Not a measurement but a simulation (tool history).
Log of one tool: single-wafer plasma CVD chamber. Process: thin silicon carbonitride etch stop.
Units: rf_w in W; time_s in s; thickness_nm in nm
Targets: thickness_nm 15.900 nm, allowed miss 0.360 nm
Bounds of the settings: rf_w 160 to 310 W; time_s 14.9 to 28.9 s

{"run": 1, "hour": 0.0, "rf_w": 235, "time_s": 21.9, "thickness_nm": 14.017}
{"run": 2, "hour": 2.7, "rf_w": 235, "time_s": 20.2, "thickness_nm": 12.959}
{"run": 3, "hour": 5.3, "rf_w": 235, "time_s": 22.7, "thickness_nm": 14.623}
{"run": 4, "hour": 7.1, "rf_w": 235, "time_s": 25.4, "thickness_nm": 16.302}
{"run": 5, "hour": 10.9, "rf_w": 235, "time_s": 28.1, "thickness_nm": 18.006}
{"run": 6, "hour": 14.7, "rf_w": 215, "time_s": 28.1, "thickness_nm": 17.362}
{"run": 7, "hour": 20.2, "rf_w": 210, "time_s": 28.0, "thickness_nm": 16.981}
{"hour": 27.7, "done": "RF generator calibrated"}
{"run": 8, "hour": 27.7, "rf_w": 205, "time_s": 28.0, "thickness_nm": 17.245}
{"run": 9, "hour": 31.8, "rf_w": 200, "time_s": 27.8, "thickness_nm": 17.056}

Which of these 5 next moves meets every target?
{"run": "A", "hour": 35.9, "rf_w": 235, "time_s": 25.7, "thickness_nm": "?"}
{"run": "B", "hour": 35.9, "rf_w": 190, "time_s": 28.8, "thickness_nm": "?"}
{"run": "C", "hour": 35.9, "rf_w": 195, "time_s": 26.2, "thickness_nm": "?"}
{"run": "D", "hour": 35.9, "rf_w": 200, "time_s": 24.4, "thickness_nm": "?"}
{"run": "E", "hour": 35.9, "rf_w": 205, "time_s": 27.5, "thickness_nm": "?"}

move=A thickness_nm=16.884
move=B thickness_nm=17.093
move=C thickness_nm=15.755
move=D thickness_nm=14.859
move=E thickness_nm=16.950
A: nearer than the last run, and not there yet
B: as far off as the last run
C: meets every target
D: takes the result that was furthest off past its target
E: nearer than the last run, and not there yet
Move C is the one to make.
